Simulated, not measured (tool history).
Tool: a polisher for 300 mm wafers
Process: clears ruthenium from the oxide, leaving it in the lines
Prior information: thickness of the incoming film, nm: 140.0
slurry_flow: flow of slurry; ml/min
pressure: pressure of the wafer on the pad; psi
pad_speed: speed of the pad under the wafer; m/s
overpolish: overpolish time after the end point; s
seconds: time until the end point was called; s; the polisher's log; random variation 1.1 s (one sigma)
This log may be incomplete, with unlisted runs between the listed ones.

run  hour  slurry_flow  pressure  pad_speed  overpolish  seconds
  1   0.0          265       1.8       1.02           7  148.360
  2   6.9          265       1.8       1.02           7  147.310
  3  10.0          265       1.9       1.04           7  137.660
  4  16.7          265       2.0       1.06           7  131.050
  5  17.8          265       1.8       1.06           7  143.240
  6  26.0          265       1.9       1.08           7  132.260
  7  30.5          265       2.0       1.10           7  124.760

Run 8 comes next. What will it give?
  8  34.5          270       2.5       1.28           7        ?

Logged for run 8: seconds 88.585 s.
